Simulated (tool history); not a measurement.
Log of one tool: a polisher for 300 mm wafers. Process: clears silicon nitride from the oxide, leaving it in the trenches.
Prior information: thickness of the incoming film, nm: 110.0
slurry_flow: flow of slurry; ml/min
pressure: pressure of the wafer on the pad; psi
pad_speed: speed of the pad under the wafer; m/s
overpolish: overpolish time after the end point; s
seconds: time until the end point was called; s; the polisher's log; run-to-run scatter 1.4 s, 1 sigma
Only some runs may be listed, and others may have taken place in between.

Run 1, day 0.000: slurry_flow 220 ml/min, pressure 3.4 psi, pad_speed 1.04 m/s, overpolish 12 s. Result: seconds 87.338 s.
Run 2, day 0.317: slurry_flow 220 ml/min, pressure 2.9 psi, pad_speed 1.04 m/s, overpolish 12 s. Result: seconds 97.993 s.
Run 3, day 0.633: slurry_flow 245 ml/min, pressure 2.9 psi, pad_speed 1.04 m/s, overpolish 12 s. Result: seconds 98.363 s.
Run 4, day 0.725: slurry_flow 245 ml/min, pressure 2.9 psi, pad_speed 0.82 m/s, overpolish 12 s. Result: seconds 114.850 s.
Run 5, day 0.912: slurry_flow 245 ml/min, pressure 2.6 psi, pad_speed 0.82 m/s, overpolish 12 s. Result: seconds 122.320 s.
Run 6, day 1.283: slurry_flow 295 ml/min, pressure 2.6 psi, pad_speed 0.82 m/s, overpolish 12 s. Result: seconds 121.150 s.
Run 7, day 1.354: slurry_flow 295 ml/min, pressure 2.4 psi, pad_speed 0.82 m/s, overpolish 12 s. Result: seconds 125.720 s.
Run 8, day 1.525: slurry_flow 290 ml/min, pressure 2.2 psi, pad_speed 0.82 m/s, overpolish 12 s. Result: seconds 134.650 s.

What does the tool deliver on the next run?
Run 9, day 1.812: slurry_flow 285 ml/min, pressure 2.1 psi, pad_speed 0.82 m/s, overpolish 12 s. Result: seconds ?.

seconds: 137.430 s

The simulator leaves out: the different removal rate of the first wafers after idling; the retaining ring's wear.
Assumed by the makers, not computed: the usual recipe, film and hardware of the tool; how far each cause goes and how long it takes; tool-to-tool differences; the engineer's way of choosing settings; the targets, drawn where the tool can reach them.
